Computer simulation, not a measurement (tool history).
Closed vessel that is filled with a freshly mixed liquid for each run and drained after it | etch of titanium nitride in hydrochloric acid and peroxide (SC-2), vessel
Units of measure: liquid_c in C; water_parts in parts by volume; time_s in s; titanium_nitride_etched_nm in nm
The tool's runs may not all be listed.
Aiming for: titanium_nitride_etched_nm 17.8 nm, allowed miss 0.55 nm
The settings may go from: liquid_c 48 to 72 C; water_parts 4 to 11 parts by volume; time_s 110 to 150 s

run 1 day=0 | liquid_c=64 water_parts=6 time_s=150 | titanium_nitride_etched_nm=25.375
run 2 day=0.392 | liquid_c=64 water_parts=6 time_s=110 | titanium_nitride_etched_nm=18.383
run 3 day=0.771 | liquid_c=70 water_parts=6 time_s=110 | titanium_nitride_etched_nm=26.452
run 4 day=1.108 | liquid_c=70 water_parts=6 time_s=150 | titanium_nitride_etched_nm=36.261
run 5 day=1.467 | liquid_c=70 water_parts=4.5 time_s=150 | titanium_nitride_etched_nm=43.783
run 6 day=1.521 | liquid_c=70 water_parts=4.5 time_s=150 | titanium_nitride_etched_nm=44.327
run 7 day=1.583 | liquid_c=67.5 water_parts=4.5 time_s=150 | titanium_nitride_etched_nm=38.302
run 8 day=1.679 | liquid_c=59.5 water_parts=4.5 time_s=150 | titanium_nitride_etched_nm=23.607
run 9 day=1.812 | liquid_c=58.5 water_parts=4.5 time_s=150 | titanium_nitride_etched_nm=21.908
run 10 day=2.075 | liquid_c=58 water_parts=4.5 time_s=150 | titanium_nitride_etched_nm=21.325
run 11 day=2.179 | liquid_c=57.5 water_parts=4.5 time_s=150 | titanium_nitride_etched_nm=20.347
run 12 day=2.467 | liquid_c=57 water_parts=4.5 time_s=150 | titanium_nitride_etched_nm=19.632
run 13 day=2.558 | liquid_c=56 water_parts=4.5 time_s=150 | titanium_nitride_etched_nm=18.719

Below are 5 possible settings for the next run. Only one of them brings all results inside the allowed miss of their targets. Which is it?
run A day=2.65 | liquid_c=55.5 water_parts=4 time_s=145 | titanium_nitride_etched_nm=?
run B day=2.65 | liquid_c=56 water_parts=4 time_s=125 | titanium_nitride_etched_nm=?
run C day=2.65 | liquid_c=58 water_parts=4.5 time_s=125 | titanium_nitride_etched_nm=?
run D day=2.65 | liquid_c=56 water_parts=5 time_s=145 | titanium_nitride_etched_nm=?
run E day=2.65 | liquid_c=54 water_parts=4.5 time_s=150 | titanium_nitride_etched_nm=?

move=A titanium_nitride_etched_nm=18.794
move=B titanium_nitride_etched_nm=16.732
move=C titanium_nitride_etched_nm=17.55
move=D titanium_nitride_etched_nm=16.636
move=E titanium_nitride_etched_nm=16.285
A: lands further from the targets than the last run did
B: pushes the last run's worst result past its target
C: each result inside its tolerance
D: pushes the last run's worst result past its target
E: pushes the last run's worst result past its target
C meets every target.

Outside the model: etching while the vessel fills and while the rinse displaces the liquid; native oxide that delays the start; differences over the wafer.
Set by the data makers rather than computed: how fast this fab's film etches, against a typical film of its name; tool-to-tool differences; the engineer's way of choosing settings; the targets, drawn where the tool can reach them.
